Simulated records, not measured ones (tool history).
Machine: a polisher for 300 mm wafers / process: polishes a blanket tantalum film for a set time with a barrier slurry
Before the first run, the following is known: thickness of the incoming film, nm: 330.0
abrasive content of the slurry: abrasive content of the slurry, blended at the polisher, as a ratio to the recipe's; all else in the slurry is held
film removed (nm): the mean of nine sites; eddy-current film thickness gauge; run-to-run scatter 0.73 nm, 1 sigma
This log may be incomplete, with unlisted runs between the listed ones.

run	hour	flow of slurry (ml/min)	pressure of the wafer on the pad (psi)	speed of the pad under the wafer (m/s)	abrasive content of the slurry	polishing time (s)	film removed (nm)
1	0	125	1.6	0.92	1	113	122.23
2	3.2	155	1.6	0.92	1	113	125.41
3	4.8	155	1.6	0.92	1	113	124.63
4	7.8	135	1.6	0.92	1	113	122.28
5	10.2	135	2	0.92	1	113	152.9
6	11.3	130	1.8	0.92	1	113	138.54
7	16.4	130	1.6	0.92	1	113	121.78
8	19.3	125	1.5	0.92	1	113	113.91
9	25.3	120	1.4	0.92	1	113	104.83
10	26.7	115	1.4	0.92	1	113	105.67
11	30	110	1.4	0.92	1	113	104.81
12	37.4	105	1.4	0.92	1	113	103.77
13	45.2	100	1.4	0.92	1	113	102.79
14	46.2	95	1.4	0.92	1	113	102.35

Run 15 has not been measured yet. What should we expect?
15	52	90	1.4	0.92	1	113	?

Run 15 gave film removed (nm) 100.22.
